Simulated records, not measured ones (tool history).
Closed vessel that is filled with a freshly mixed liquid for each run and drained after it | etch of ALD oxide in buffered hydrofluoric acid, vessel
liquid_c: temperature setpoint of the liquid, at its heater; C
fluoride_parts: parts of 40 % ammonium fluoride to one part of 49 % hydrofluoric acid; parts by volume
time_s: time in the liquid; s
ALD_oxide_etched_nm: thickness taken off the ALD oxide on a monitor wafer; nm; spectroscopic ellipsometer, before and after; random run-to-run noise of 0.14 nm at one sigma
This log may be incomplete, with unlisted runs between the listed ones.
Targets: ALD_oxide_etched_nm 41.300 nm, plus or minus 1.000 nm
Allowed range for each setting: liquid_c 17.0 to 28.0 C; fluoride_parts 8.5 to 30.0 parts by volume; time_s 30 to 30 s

run	hour	liquid_c	fluoride_parts	time_s	ALD_oxide_etched_nm
1	0.0	20.0	23.5	30	18.206
2	8.6	20.0	23.5	30	18.186
3	9.7	21.5	21.5	30	21.016
4	13.0	21.5	21.5	30	20.934
5	13.9	22.5	19.5	30	23.968
6	18.8	23.5	18.5	30	26.554
7	24.9	24.0	17.5	30	28.884
8	28.5	24.5	17.0	30	30.647
9	35.7	25.0	16.5	30	32.541
10	43.4	25.5	16.5	30	33.419

Exactly one of the 4 candidate moves below puts every result within its allowed miss. Which one?
A	51.1	25.0	13.5	30	?
B	51.1	21.5	10.5	30	?
C	51.1	24.0	14.0	30	?
D	51.1	27.0	15.5	30	?

move	ALD_oxide_etched_nm
A	39.388
B	41.561
C	35.995
D	38.312
A: closer than the last run, but not yet in spec
B: in spec on every target
C: closer than the last run, but not yet in spec
D: closer than the last run, but not yet in spec
Correct choice: B, which meets every target
